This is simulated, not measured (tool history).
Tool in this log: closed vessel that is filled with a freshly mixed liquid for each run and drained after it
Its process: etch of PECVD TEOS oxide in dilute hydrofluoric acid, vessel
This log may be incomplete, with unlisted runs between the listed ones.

run,hour,temperature setpoint of the liquid (°C),parts of water to one part of 49 % hydrofluoric acid (parts by volume),time in the liquid (s),thickness taken off the PECVD TEOS oxide on a monitor wafer (Å)
1,0,25,100,35,58.525
2,1.6,23.5,100,35,54.48
3,2.5,21.5,105,35,48.358
4,5.9,18.5,105,35,42.414
5,12.7,18,110,35,39.723
6,19,18,90,35,48.785
7,23.3,17.5,100,35,42.799
8,31.9,17.5,105,35,39.798

Predict the results of run 9:
9,36,17.5,110,35,?

Run 9 gave thickness taken off the PECVD TEOS oxide on a monitor wafer (Å) 38.947.
